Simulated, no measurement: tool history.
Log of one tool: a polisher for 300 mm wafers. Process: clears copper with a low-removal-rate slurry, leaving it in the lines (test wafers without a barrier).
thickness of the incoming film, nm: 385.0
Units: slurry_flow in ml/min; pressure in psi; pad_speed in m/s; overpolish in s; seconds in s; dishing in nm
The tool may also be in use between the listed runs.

| run | hour | slurry_flow | pressure | pad_speed | slurry_solids | overpolish | seconds | dishing |
|---|---|---|---|---|---|---|---|---|
| 1 | 0.0 | 270 | 2.8 | 0.92 | 1.0 | 28 | 206.32 | 33.936 |
| 2 | 1.2 | 270 | 2.8 | 0.92 | 1.1 | 28 | 206.76 | 34.516 |
| 3 | 5.5 | 270 | 3.1 | 0.92 | 1.1 | 29 | 180.14 | 37.549 |
| 4 | 6.7 | 270 | 3.1 | 0.92 | 1.2 | 29 | 183.73 | 38.077 |
| 5 | 15.6 | 270 | 3.3 | 0.92 | 1.2 | 30 | 171.78 | 40.730 |
| 6 | 21.5 | 270 | 3.5 | 0.92 | 1.2 | 31 | 164.79 | 43.320 |
| 7 | 26.6 | 270 | 3.7 | 0.94 | 1.2 | 31 | 147.82 | 44.476 |
| 8 | 31.3 | 270 | 3.8 | 0.96 | 1.2 | 32 | 141.89 | 46.858 |
| 9 | 36.2 | 270 | 3.9 | 0.96 | 1.2 | 33 | 141.11 | 48.494 |

Run 10 comes next. What will it give?
| 10 | 38.7 | 270 | 4.0 | 0.98 | 1.2 | 33 | ? | ? |

{"run 10": {"seconds": 138.97, "dishing": 47.951}}
